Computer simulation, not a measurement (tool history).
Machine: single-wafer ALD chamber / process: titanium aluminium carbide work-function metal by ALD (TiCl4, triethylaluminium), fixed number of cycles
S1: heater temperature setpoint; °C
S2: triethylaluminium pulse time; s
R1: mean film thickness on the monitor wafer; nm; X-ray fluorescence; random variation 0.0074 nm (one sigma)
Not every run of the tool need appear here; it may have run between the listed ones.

{"run": 1, "hour": 0.0, "S1": 280, "S2": 9.43, "R1": 1.7599}
{"run": 2, "hour": 7.3, "S1": 287, "S2": 9.43, "R1": 1.8067}
{"run": 3, "hour": 8.6, "S1": 279, "S2": 9.43, "R1": 1.7492}
{"run": 4, "hour": 10.3, "S1": 283, "S2": 9.43, "R1": 1.7899}
{"run": 5, "hour": 11.9, "S1": 283, "S2": 8.18, "R1": 1.7403}
{"run": 6, "hour": 18.4, "S1": 275, "S2": 6.82, "R1": 1.5909}
{"hour": 22.6, "done": "thermocouple changed; heater temperature recalibrated"}
{"run": 7, "hour": 22.6, "S1": 271, "S2": 6.11, "R1": 1.5627}
{"run": 8, "hour": 25.8, "S1": 271, "S2": 6.11, "R1": 1.5672}
{"run": 9, "hour": 31.4, "S1": 259, "S2": 3.4, "R1": 1.073}
{"run": 10, "hour": 39.9, "S1": 263, "S2": 3.47, "R1": 1.1157}
{"run": 11, "hour": 46.7, "S1": 268, "S2": 3.57, "R1": 1.1652}
{"run": 12, "hour": 53.4, "S1": 273, "S2": 3.8, "R1": 1.2407}

Estimate the outcome of run 13 from the log above:
{"run": 13, "hour": 54.4, "S1": 276, "S2": 3.95, "R1": "?"}

{"run 13": {"R1": 1.276}}
